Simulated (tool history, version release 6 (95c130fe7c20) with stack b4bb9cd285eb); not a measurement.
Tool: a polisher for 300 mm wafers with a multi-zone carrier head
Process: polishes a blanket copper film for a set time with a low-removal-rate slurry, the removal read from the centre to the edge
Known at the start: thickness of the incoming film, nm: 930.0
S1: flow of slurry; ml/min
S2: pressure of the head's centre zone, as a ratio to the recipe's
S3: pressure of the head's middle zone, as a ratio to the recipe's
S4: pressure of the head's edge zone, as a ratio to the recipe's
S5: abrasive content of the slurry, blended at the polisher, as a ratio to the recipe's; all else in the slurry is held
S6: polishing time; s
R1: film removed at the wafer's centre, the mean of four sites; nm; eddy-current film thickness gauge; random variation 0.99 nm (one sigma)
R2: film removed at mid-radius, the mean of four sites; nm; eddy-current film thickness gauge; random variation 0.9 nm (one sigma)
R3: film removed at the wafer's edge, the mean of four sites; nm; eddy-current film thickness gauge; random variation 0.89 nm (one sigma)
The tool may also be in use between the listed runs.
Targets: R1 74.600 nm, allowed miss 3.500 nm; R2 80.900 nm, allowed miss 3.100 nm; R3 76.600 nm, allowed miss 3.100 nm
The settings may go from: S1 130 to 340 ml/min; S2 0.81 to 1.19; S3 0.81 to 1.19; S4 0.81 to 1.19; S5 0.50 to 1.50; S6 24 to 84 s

run,hour,S1,S2,S3,S4,S5,S6,R1,R2,R3
1,0.0,220,1.00,1.00,1.00,1.00,54,136.820,145.450,139.880
2,3.2,220,1.05,1.00,1.00,1.00,54,144.790,143.590,139.760
3,8.5,220,1.04,0.99,0.99,0.95,51,135.960,134.270,133.300
4,13.6,220,1.04,0.95,0.99,0.95,51,132.320,133.580,130.860
5,21.4,215,1.03,0.95,0.97,0.90,48,124.480,120.430,118.210
6,26.8,255,1.03,0.95,0.97,0.90,48,126.700,125.490,124.680
7,28.1,245,1.00,0.94,0.95,0.85,46,116.950,116.480,112.750
8,33.9,240,0.97,0.93,0.95,0.80,45,111.030,112.280,109.300
9,42.9,235,0.95,0.92,0.95,0.75,43,102.820,105.600,103.630
10,49.2,230,0.93,0.91,0.94,0.70,42,96.995,99.005,101.330
11,54.4,235,0.92,0.92,0.93,0.65,41,93.022,96.081,95.803
12,63.0,235,0.84,0.91,0.84,0.50,34,68.453,77.512,72.659
13,67.4,240,0.85,0.91,0.85,0.50,34,69.888,78.807,73.888
14,72.2,240,0.86,0.91,0.85,0.50,34,68.604,78.940,74.386
15,72.8,240,0.87,0.91,0.85,0.50,34,70.551,77.333,73.922

Which of these 4 next moves meets every target?
A,73.4,305,0.88,0.90,0.85,0.50,35,?,?,?
B,73.4,200,0.81,0.83,1.00,0.50,36,?,?,?
C,73.4,275,0.81,1.04,0.97,0.50,35,?,?,?
D,73.4,250,0.82,1.00,0.87,0.60,33,?,?,?

move,R1,R2,R3
A,72.839,82.858,76.621
B,65.633,76.406,81.689
C,67.010,90.821,80.630
D,64.790,84.594,73.683
A: meets every target
B: further off than the last run
C: further off than the last run
D: further off than the last run
The right move is A.
